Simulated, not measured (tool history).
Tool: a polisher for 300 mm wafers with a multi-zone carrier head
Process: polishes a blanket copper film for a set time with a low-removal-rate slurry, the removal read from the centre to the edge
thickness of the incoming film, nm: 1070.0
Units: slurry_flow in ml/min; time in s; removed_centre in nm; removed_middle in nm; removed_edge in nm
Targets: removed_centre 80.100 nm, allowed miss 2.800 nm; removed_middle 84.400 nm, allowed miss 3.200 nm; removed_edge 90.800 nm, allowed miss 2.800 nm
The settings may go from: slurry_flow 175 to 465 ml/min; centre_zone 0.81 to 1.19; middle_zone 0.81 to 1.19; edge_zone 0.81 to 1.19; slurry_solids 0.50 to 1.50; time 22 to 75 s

run	hour	slurry_flow	centre_zone	middle_zone	edge_zone	slurry_solids	time	removed_centre	removed_middle	removed_edge
1	0.0	295	1.00	1.00	1.00	1.00	48	130.980	136.510	131.330
2	7.2	285	0.97	0.96	0.98	0.90	46	121.850	123.520	122.960
3	12.4	285	0.97	0.96	0.98	0.90	56	146.410	151.760	149.110
4	18.3	275	0.93	0.94	0.97	0.80	51	125.740	132.230	132.690
5	22.1	275	0.93	1.03	0.97	0.80	51	127.300	142.780	131.470
6	22.8	270	0.91	0.99	0.97	0.75	47	110.040	124.160	121.770
7	31.1	270	0.93	0.89	0.87	0.50	34	77.773	77.633	78.120
8	32.8	275	0.92	0.90	0.91	0.50	34	76.965	78.731	79.120
9	34.1	270	0.92	0.90	0.95	0.55	34	78.477	80.420	81.475
10	37.6	270	0.91	0.89	0.98	0.60	34	78.271	80.399	83.053
11	43.8	270	0.90	0.89	1.01	0.65	34	78.025	81.790	85.182

5 next moves are on the table. One of them brings every result within its allowed miss. Which?
A	50.0	240	0.85	0.81	1.04	0.75	35	?	?	?
B	50.0	235	1.01	0.87	1.02	0.50	33	?	?	?
C	50.0	290	0.98	0.97	0.92	0.70	33	?	?	?
D	50.0	200	0.88	0.89	1.02	0.50	38	?	?	?
E	50.0	260	0.81	0.87	1.10	0.80	36	?	?	?

move	removed_centre	removed_middle	removed_edge
A	78.322	80.440	91.101
B	79.889	74.784	79.577
C	84.508	88.152	82.061
D	79.686	85.688	90.041
E	79.140	89.291	97.648
A: brings the result that was furthest off to its target, and leaves another outside
B: further off than the last run
C: further off than the last run
D: meets every target
E: takes the result that was furthest off past its target
The right move is D.

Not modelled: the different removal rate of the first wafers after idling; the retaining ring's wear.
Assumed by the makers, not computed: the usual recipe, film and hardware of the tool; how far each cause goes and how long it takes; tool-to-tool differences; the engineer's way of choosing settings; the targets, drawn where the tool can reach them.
